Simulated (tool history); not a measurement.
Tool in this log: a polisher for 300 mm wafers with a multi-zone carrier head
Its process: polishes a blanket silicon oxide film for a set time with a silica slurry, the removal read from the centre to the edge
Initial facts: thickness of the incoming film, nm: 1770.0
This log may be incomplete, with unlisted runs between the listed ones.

run,hour,flow of slurry (ml/min),pressure of the head's centre zone,pressure of the head's middle zone,pressure of the head's edge zone,abrasive content of the slurry,polishing time (s),film removed at the wafer's centre (Å),film removed at mid-radius (Å),film removed at the wafer's edge (Å)
1,0,150,1,1,1,1,77,1840.3,1878.9,1783.3
2,0.6,150,0.96,1,1,1,77,1767.4,1852.6,1779.1
3,8,150,1.04,1,1,1,77,1907.4,1845.4,1823.1
4,12.3,150,1.04,1,1,0.9,77,1808.1,1755.4,1690.8
# hour 20.4: worn pad replaced by a new one
5,20.4,150,1.1,1,1,0.9,77,2048.4,1873.8,1886.4
6,27.9,150,1.04,1,1,0.9,77,1937,1892.2,1823
7,31.7,110,0.95,0.9,0.9,0.65,55,931.82,917.22,931.31
8,40.2,130,0.96,0.9,0.91,0.65,55,988.98,963.46,958.4
9,45.3,130,0.96,0.9,0.91,0.65,55,978.21,963.65,984.63
10,51.3,140,0.98,0.89,0.9,0.65,55,1018.6,976.18,982.59
11,58.7,140,0.98,0.89,0.9,0.65,55,1023.8,975.3,975.05
12,61.4,150,0.99,0.89,0.92,0.65,55,1063.7,1003.4,997.83
13,69.1,150,0.99,0.89,0.92,0.65,55,1048.9,988.12,971.7
14,73.4,140,1,0.9,0.94,0.65,55,1054.3,988.47,1001.3
15,76.8,145,1,0.9,0.96,0.65,55,1059.1,1005.9,1001.7

Forecast run 16:
16,81.7,140,1.01,0.9,0.98,0.65,55,?,?,?

Run 16 produced film removed at the wafer's centre (Å) 1047.2, film removed at mid-radius (Å) 959.99, film removed at the wafer's edge (Å) 1013.9.

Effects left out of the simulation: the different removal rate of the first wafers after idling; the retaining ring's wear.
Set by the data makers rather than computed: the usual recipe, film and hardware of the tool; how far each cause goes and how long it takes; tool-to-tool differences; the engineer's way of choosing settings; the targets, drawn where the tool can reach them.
